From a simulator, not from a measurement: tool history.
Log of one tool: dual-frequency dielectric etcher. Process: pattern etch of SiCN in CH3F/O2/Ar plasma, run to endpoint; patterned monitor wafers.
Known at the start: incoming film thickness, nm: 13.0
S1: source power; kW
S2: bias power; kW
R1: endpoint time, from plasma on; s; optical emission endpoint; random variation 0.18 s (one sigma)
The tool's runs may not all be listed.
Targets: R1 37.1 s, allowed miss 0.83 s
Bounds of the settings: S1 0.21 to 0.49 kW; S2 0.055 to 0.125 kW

run,day,S1,S2,R1
1,0,0.35,0.09,32.748
2,0.192,0.32,0.088,33.628
3,0.496,0.3,0.085,34.836
4,0.742,0.29,0.084,35.471
5,0.796,0.28,0.083,35.683
6,1.108,0.33,0.083,33.956
7,1.467,0.31,0.081,34.909
8,1.833,0.3,0.08,35.201

5 next moves are on the table. One of them brings every result within its allowed miss. Which?
A,2.2,0.35,0.086,?
B,2.2,0.25,0.083,?
C,2.2,0.22,0.074,?
D,2.2,0.33,0.076,?
E,2.2,0.23,0.074,?

move,R1
A,33.139
B,37.095
C,39.484
D,34.654
E,38.965
A: further off than the last run
B: meets every target
C: takes the result that was furthest off past its target
D: further off than the last run
E: takes the result that was furthest off past its target
Move B is the one to make.

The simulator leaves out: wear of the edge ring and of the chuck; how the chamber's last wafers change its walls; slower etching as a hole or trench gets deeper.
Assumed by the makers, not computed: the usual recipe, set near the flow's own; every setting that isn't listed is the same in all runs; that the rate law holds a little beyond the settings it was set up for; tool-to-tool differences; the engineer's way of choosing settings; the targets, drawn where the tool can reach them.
